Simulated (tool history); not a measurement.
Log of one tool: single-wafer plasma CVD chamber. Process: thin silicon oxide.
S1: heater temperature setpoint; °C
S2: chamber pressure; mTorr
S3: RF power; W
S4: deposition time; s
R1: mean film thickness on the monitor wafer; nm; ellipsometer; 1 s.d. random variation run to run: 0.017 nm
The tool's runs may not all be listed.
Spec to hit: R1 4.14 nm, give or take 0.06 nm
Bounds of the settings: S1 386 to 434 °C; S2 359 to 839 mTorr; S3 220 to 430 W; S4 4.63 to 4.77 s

Run 1, hour 0: S1 410 °C, S2 599 mTorr, S3 325 W, S4 4.63 s. Result: R1 6.0607 nm.
Run 2, hour 1.5: S1 410 °C, S2 529 mTorr, S3 325 W, S4 4.63 s. Result: R1 5.2999 nm.
Run 3, hour 8.1: S1 410 °C, S2 485 mTorr, S3 325 W, S4 4.63 s. Result: R1 4.9044 nm.
Run 4, hour 12.6: S1 410 °C, S2 454 mTorr, S3 325 W, S4 4.63 s. Result: R1 4.5954 nm.
Run 5, hour 14.4: S1 410 °C, S2 377 mTorr, S3 325 W, S4 4.63 s. Result: R1 3.7228 nm.
Run 6, hour 19.2: S1 410 °C, S2 377 mTorr, S3 300 W, S4 4.63 s. Result: R1 3.667 nm.
Run 7, hour 22.2: S1 410 °C, S2 377 mTorr, S3 300 W, S4 4.63 s. Result: R1 3.6578 nm.
Run 8, hour 23: S1 410 °C, S2 396 mTorr, S3 300 W, S4 4.63 s. Result: R1 3.8556 nm.
Run 9, hour 24.6: S1 410 °C, S2 407 mTorr, S3 300 W, S4 4.63 s. Result: R1 3.9894 nm.
Run 10, hour 31.6: S1 410 °C, S2 413 mTorr, S3 300 W, S4 4.63 s. Result: R1 4.0522 nm.
Run 11, hour 35.4: S1 410 °C, S2 416 mTorr, S3 300 W, S4 4.63 s. Result: R1 4.0805 nm.

4 next moves are on the table. One of them brings every result within its allowed miss. Which?
Run A, hour 39.2: S1 401 °C, S2 398 mTorr, S3 325 W, S4 4.63 s. Result: R1 ?.
Run B, hour 39.2: S1 406 °C, S2 395 mTorr, S3 355 W, S4 4.73 s. Result: R1 ?.
Run C, hour 39.2: S1 396 °C, S2 398 mTorr, S3 300 W, S4 4.74 s. Result: R1 ?.
Run D, hour 39.2: S1 411 °C, S2 405 mTorr, S3 310 W, S4 4.64 s. Result: R1 ?.

move      R1
   A  3.9773
   B  4.1181
   C  3.9975
   D  3.9758
A: lands further from the targets than the last run did
B: hits every target within its allowed miss
C: lands further from the targets than the last run did
D: lands further from the targets than the last run did
The right move is B.
